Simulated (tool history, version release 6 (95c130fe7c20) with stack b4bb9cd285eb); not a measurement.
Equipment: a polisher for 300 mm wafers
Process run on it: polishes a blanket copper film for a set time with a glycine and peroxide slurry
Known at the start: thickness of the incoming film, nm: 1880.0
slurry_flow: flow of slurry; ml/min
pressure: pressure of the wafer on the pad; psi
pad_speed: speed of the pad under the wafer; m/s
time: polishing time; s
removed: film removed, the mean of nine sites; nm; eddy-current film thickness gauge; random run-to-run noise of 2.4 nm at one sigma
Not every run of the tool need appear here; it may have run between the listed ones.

| run | hour | slurry_flow | pressure | pad_speed | time | removed |
|---|---|---|---|---|---|---|
| 1 | 0 | 255 | 2.2 | 0.94 | 77 | 321.69 |
| 2 | 8.3 | 280 | 2.2 | 0.94 | 77 | 324.6 |
| 3 | 13.2 | 280 | 2.3 | 0.94 | 77 | 334.03 |
| 4 | 18.1 | 280 | 2.3 | 0.94 | 77 | 337.3 |
| 5 | 24.9 | 245 | 2.3 | 0.94 | 77 | 328.7 |
| 6 | 30 | 260 | 2.4 | 0.94 | 77 | 344.07 |

Forecast run 7:
| 7 | 32.8 | 265 | 2.4 | 0.94 | 77 | ? |

removed: 345.36 nm

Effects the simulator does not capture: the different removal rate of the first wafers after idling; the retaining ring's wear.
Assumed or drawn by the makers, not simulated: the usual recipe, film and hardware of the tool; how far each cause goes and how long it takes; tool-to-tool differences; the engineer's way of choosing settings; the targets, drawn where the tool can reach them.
